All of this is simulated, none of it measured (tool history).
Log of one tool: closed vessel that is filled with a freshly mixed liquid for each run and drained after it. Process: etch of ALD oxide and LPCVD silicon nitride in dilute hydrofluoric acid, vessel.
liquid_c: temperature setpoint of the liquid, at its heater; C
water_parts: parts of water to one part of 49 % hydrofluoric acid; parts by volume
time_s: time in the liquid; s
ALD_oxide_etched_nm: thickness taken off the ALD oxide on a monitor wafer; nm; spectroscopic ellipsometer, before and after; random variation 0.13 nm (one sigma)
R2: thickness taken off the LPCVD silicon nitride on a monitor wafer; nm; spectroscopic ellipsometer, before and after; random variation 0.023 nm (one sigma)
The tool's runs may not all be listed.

Run 1, hour 0: liquid_c 20 C, water_parts 45 parts by volume, time_s 60 s. Result: ALD_oxide_etched_nm 27.989 nm, R2 0.5013 nm.
Run 2, hour 6.3: liquid_c 20 C, water_parts 60 parts by volume, time_s 60 s. Result: ALD_oxide_etched_nm 20.871 nm, R2 0.36658 nm.
Run 3, hour 7.8: liquid_c 19.5 C, water_parts 60 parts by volume, time_s 60 s. Result: ALD_oxide_etched_nm 19.927 nm, R2 0.37472 nm.
Run 4, hour 15: liquid_c 23 C, water_parts 60 parts by volume, time_s 60 s. Result: ALD_oxide_etched_nm 23.616 nm, R2 0.53684 nm.
Run 5, hour 19.8: liquid_c 22 C, water_parts 60 parts by volume, time_s 60 s. Result: ALD_oxide_etched_nm 22.679 nm, R2 0.4525 nm.
Run 6, hour 20.9: liquid_c 21 C, water_parts 60 parts by volume, time_s 60 s. Result: ALD_oxide_etched_nm 21.848 nm, R2 0.40893 nm.
Run 7, hour 28.6: liquid_c 21 C, water_parts 60 parts by volume, time_s 60 s. Result: ALD_oxide_etched_nm 21.831 nm, R2 0.4396 nm.
Run 8, hour 31.2: liquid_c 20.5 C, water_parts 60 parts by volume, time_s 60 s. Result: ALD_oxide_etched_nm 21.099 nm, R2 0.42145 nm.
Run 9, hour 36.5: liquid_c 20 C, water_parts 60 parts by volume, time_s 60 s. Result: ALD_oxide_etched_nm 20.6 nm, R2 0.3486 nm.
Run 10, hour 42: liquid_c 20 C, water_parts 65 parts by volume, time_s 60 s. Result: ALD_oxide_etched_nm 18.973 nm, R2 0.42485 nm.
Run 11, hour 45.2: liquid_c 19.5 C, water_parts 65 parts by volume, time_s 60 s. Result: ALD_oxide_etched_nm 18.292 nm, R2 0.33624 nm.

Run 12 comes next. What will it give?
Run 12, hour 52.9: liquid_c 19 C, water_parts 65 parts by volume, time_s 60 s. Result: ALD_oxide_etched_nm ?, R2 ?.

ALD_oxide_etched_nm: 18.09 nm
R2: 0.35204 nm

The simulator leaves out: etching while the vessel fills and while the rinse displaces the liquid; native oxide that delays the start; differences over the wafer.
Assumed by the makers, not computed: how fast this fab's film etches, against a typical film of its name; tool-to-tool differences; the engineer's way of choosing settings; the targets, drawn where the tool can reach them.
